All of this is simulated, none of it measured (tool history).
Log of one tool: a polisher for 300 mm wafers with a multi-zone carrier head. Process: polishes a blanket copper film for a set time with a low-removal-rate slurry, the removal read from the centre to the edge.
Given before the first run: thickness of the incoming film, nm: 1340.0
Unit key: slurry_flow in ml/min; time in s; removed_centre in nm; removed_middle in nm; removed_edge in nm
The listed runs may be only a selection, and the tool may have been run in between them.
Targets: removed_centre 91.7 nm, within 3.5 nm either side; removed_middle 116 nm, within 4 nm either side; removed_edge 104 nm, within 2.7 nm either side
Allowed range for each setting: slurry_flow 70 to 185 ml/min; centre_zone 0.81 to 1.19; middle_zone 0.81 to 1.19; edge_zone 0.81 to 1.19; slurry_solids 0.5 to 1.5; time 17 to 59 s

{"run": 1, "day": 0.0, "slurry_flow": 120, "centre_zone": 1, "middle_zone": 1, "edge_zone": 1, "slurry_solids": 1, "time": 38, "removed_centre": 159.25, "removed_middle": 160.29, "removed_edge": 157.7}
{"run": 2, "day": 0.292, "slurry_flow": 120, "centre_zone": 1, "middle_zone": 1, "edge_zone": 1, "slurry_solids": 0.9, "time": 38, "removed_centre": 156.91, "removed_middle": 156.38, "removed_edge": 158.29}
{"run": 3, "day": 0.617, "slurry_flow": 120, "centre_zone": 1, "middle_zone": 1, "edge_zone": 1.05, "slurry_solids": 0.9, "time": 38, "removed_centre": 157.6, "removed_middle": 157.14, "removed_edge": 161.75}
{"run": 4, "day": 0.683, "slurry_flow": 115, "centre_zone": 0.97, "middle_zone": 1.03, "edge_zone": 1, "slurry_solids": 0.8, "time": 35, "removed_centre": 137.2, "removed_middle": 143.2, "removed_edge": 140.93}
{"run": 5, "day": 0.954, "slurry_flow": 105, "centre_zone": 0.93, "middle_zone": 1.05, "edge_zone": 0.97, "slurry_solids": 0.75, "time": 34, "removed_centre": 119.23, "removed_middle": 134.42, "removed_edge": 131.45}
{"run": 6, "day": 1.146, "slurry_flow": 100, "centre_zone": 0.92, "middle_zone": 1.07, "edge_zone": 0.94, "slurry_solids": 0.7, "time": 33, "removed_centre": 111.8, "removed_middle": 132.7, "removed_edge": 121.85}
{"run": 7, "day": 1.317, "slurry_flow": 95, "centre_zone": 0.91, "middle_zone": 1.06, "edge_zone": 0.91, "slurry_solids": 0.65, "time": 33, "removed_centre": 108.31, "removed_middle": 126.04, "removed_edge": 117.53}
{"run": 8, "day": 1.496, "slurry_flow": 90, "centre_zone": 0.89, "middle_zone": 1.06, "edge_zone": 0.89, "slurry_solids": 0.6, "time": 33, "removed_centre": 103.86, "removed_middle": 124.44, "removed_edge": 114.63}
{"run": 9, "day": 1.796, "slurry_flow": 75, "centre_zone": 0.84, "middle_zone": 1.06, "edge_zone": 0.82, "slurry_solids": 0.5, "time": 31, "removed_centre": 83.628, "removed_middle": 107.43, "removed_edge": 96.592}
{"run": 10, "day": 1.925, "slurry_flow": 80, "centre_zone": 0.84, "middle_zone": 1.06, "edge_zone": 0.83, "slurry_solids": 0.5, "time": 31, "removed_centre": 83.599, "removed_middle": 110.24, "removed_edge": 97.007}
{"run": 11, "day": 2.154, "slurry_flow": 85, "centre_zone": 0.85, "middle_zone": 1.06, "edge_zone": 0.84, "slurry_solids": 0.5, "time": 31, "removed_centre": 88.661, "removed_middle": 112.07, "removed_edge": 99.468}

5 next moves are on the table. One of them brings every result within its allowed miss. Which?
{"run": "A", "day": 2.383, "slurry_flow": 85, "centre_zone": 0.85, "middle_zone": 1, "edge_zone": 0.86, "slurry_solids": 0.5, "time": 32, "removed_centre": "?", "removed_middle": "?", "removed_edge": "?"}
{"run": "B", "day": 2.383, "slurry_flow": 115, "centre_zone": 0.81, "middle_zone": 1.02, "edge_zone": 0.81, "slurry_solids": 0.6, "time": 30, "removed_centre": "?", "removed_middle": "?", "removed_edge": "?"}
{"run": "C", "day": 2.383, "slurry_flow": 70, "centre_zone": 0.81, "middle_zone": 1.01, "edge_zone": 0.84, "slurry_solids": 0.55, "time": 33, "removed_centre": "?", "removed_middle": "?", "removed_edge": "?"}
{"run": "D", "day": 2.383, "slurry_flow": 70, "centre_zone": 0.81, "middle_zone": 1.11, "edge_zone": 0.87, "slurry_solids": 0.75, "time": 31, "removed_centre": "?", "removed_middle": "?", "removed_edge": "?"}
{"run": "E", "day": 2.383, "slurry_flow": 70, "centre_zone": 0.83, "middle_zone": 1.03, "edge_zone": 0.86, "slurry_solids": 0.5, "time": 36, "removed_centre": "?", "removed_middle": "?", "removed_edge": "?"}

move=A removed_centre=90.066 removed_middle=107.08 removed_edge=106.47
move=B removed_centre=91.529 removed_middle=114.6 removed_edge=106.05
move=C removed_centre=82.659 removed_middle=105.38 removed_edge=105.41
move=D removed_centre=81.799 removed_middle=112.93 removed_edge=105.75
move=E removed_centre=91.073 removed_middle=115.15 removed_edge=114.47
A: gets the furthest-off result to its target, but another result is out of tolerance
B: every result lands within tolerance
C: gets the furthest-off result to its target, but another result is out of tolerance
D: gets the furthest-off result to its target, but another result is out of tolerance
E: takes the biggest miss from the last run beyond its target
Answer: B

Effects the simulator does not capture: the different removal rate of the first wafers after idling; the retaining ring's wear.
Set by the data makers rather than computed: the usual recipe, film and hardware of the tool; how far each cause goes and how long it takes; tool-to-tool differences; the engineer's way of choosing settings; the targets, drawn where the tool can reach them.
